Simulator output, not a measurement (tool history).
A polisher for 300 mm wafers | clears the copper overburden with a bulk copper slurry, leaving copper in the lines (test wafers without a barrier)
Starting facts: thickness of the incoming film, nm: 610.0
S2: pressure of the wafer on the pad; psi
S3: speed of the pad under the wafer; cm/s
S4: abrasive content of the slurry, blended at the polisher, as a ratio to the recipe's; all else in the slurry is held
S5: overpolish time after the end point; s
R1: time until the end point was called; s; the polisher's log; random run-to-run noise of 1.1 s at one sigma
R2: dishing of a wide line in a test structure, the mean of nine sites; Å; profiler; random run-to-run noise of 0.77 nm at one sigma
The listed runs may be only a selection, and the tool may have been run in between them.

Run 1, hour 0.0: flow of slurry (ml/min) 285, S2 2.4 psi, S3 86 cm/s, S4 1.00, S5 25 s. Result: R1 76.836 s, R2 976.83 Å.
Run 2, hour 1.6: flow of slurry (ml/min) 285, S2 2.4 psi, S3 86 cm/s, S4 1.00, S5 30 s. Result: R1 74.538 s, R2 1088.10 Å.
Run 3, hour 2.2: flow of slurry (ml/min) 285, S2 2.2 psi, S3 94 cm/s, S4 1.00, S5 26 s. Result: R1 73.376 s, R2 998.26 Å.
Run 4, hour 5.2: flow of slurry (ml/min) 285, S2 2.0 psi, S3 100 cm/s, S4 1.00, S5 22 s. Result: R1 76.283 s, R2 852.34 Å.
Run 5, hour 7.1: flow of slurry (ml/min) 285, S2 2.0 psi, S3 100 cm/s, S4 1.00, S5 31 s. Result: R1 75.619 s, R2 1024.50 Å.
Run 6, hour 12.6: flow of slurry (ml/min) 280, S2 1.9 psi, S3 106 cm/s, S4 1.00, S5 27 s. Result: R1 75.903 s, R2 974.81 Å.
Run 7, hour 19.7: flow of slurry (ml/min) 310, S2 1.8 psi, S3 108 cm/s, S4 1.05, S5 23 s. Result: R1 77.177 s, R2 861.47 Å.
Run 8, hour 26.2: flow of slurry (ml/min) 305, S2 1.7 psi, S3 114 cm/s, S4 1.00, S5 20 s. Result: R1 79.403 s, R2 781.25 Å.
Run 9, hour 29.8: flow of slurry (ml/min) 305, S2 1.6 psi, S3 118 cm/s, S4 1.00, S5 18 s. Result: R1 78.945 s, R2 694.77 Å.
Run 10, hour 37.1: flow of slurry (ml/min) 305, S2 1.6 psi, S3 120 cm/s, S4 0.95, S5 17 s. Result: R1 78.883 s, R2 697.91 Å.

Run 11 has not been measured yet. What should we expect?
Run 11, hour 40.3: flow of slurry (ml/min) 305, S2 1.6 psi, S3 122 cm/s, S4 0.95, S5 15 s. Result: R1 ?, R2 ?.

{"run 11": {"R1": 77.365, "R2": 641.83}}
